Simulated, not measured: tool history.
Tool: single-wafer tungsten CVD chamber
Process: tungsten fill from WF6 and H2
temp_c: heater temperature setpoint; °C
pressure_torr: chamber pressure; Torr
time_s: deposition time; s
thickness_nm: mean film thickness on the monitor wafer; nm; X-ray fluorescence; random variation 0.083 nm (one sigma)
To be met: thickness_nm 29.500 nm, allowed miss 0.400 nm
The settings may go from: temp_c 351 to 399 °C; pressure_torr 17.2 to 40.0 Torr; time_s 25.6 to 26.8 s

run	hour	temp_c	pressure_torr	time_s	thickness_nm
1	0.0	375	28.6	26.8	38.029
2	2.5	375	28.6	26.8	38.047
3	4.1	372	28.6	26.8	35.879
4	8.4	372	28.6	26.8	35.948
5	13.5	370	28.6	26.8	34.522
6	20.2	368	28.6	26.8	33.239
7	24.2	367	28.6	26.8	32.457
8	32.4	366	28.6	26.8	31.875

5 next moves are on the table. One of them brings every result within its allowed miss. Which?
A	40.6	365	27.5	25.8	?
B	40.6	370	20.9	25.9	?
C	40.6	363	27.9	25.6	?
D	40.6	366	30.7	26.8	?
E	40.6	361	29.2	26.4	?

move	thickness_nm
A	29.341
B	28.524
C	28.144
D	32.794
E	28.478
A: meets every target
B: takes the result that was furthest off past its target
C: takes the result that was furthest off past its target
D: further off than the last run
E: takes the result that was furthest off past its target
The right move is A.
